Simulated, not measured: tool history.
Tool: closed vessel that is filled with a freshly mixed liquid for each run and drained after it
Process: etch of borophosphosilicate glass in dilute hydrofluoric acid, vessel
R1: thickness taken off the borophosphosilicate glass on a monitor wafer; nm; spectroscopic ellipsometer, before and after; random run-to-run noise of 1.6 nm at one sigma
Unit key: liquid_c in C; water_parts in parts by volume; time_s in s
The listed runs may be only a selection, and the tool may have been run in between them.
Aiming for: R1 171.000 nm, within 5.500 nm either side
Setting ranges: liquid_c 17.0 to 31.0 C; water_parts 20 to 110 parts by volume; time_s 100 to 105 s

run 1 day=0.000 | liquid_c=23.0 water_parts=60 time_s=100 | R1=89.187
run 2 day=0.254 | liquid_c=23.0 water_parts=60 time_s=105 | R1=94.912
run 3 day=0.517 | liquid_c=20.5 water_parts=60 time_s=105 | R1=84.773
run 4 day=0.842 | liquid_c=23.5 water_parts=55 time_s=105 | R1=107.430
run 5 day=1.050 | liquid_c=25.5 water_parts=55 time_s=105 | R1=113.800
run 6 day=1.362 | liquid_c=25.5 water_parts=55 time_s=100 | R1=110.660
run 7 day=1.642 | liquid_c=27.0 water_parts=50 time_s=100 | R1=125.080
run 8 day=1.954 | liquid_c=31.0 water_parts=35 time_s=100 | R1=224.230
run 9 day=2.217 | liquid_c=29.5 water_parts=35 time_s=100 | R1=205.530
run 10 day=2.488 | liquid_c=28.5 water_parts=35 time_s=100 | R1=196.960
run 11 day=2.850 | liquid_c=27.5 water_parts=35 time_s=100 | R1=192.530
run 12 day=3.092 | liquid_c=26.5 water_parts=35 time_s=100 | R1=184.860
run 13 day=3.246 | liquid_c=26.0 water_parts=35 time_s=100 | R1=180.010

Which single option among these 4 for the next run brings every result within its allowed miss of target? Just one does.
run A day=3.400 | liquid_c=26.0 water_parts=35 time_s=105 | R1=?
run B day=3.400 | liquid_c=27.0 water_parts=35 time_s=100 | R1=?
run C day=3.400 | liquid_c=26.5 water_parts=35 time_s=100 | R1=?
run D day=3.400 | liquid_c=24.0 water_parts=35 time_s=105 | R1=?

move=A R1=189.810
move=B R1=188.320
move=C R1=184.510
move=D R1=174.740
A: further off than the last run
B: further off than the last run
C: further off than the last run
D: each result inside its tolerance
D meets every target.
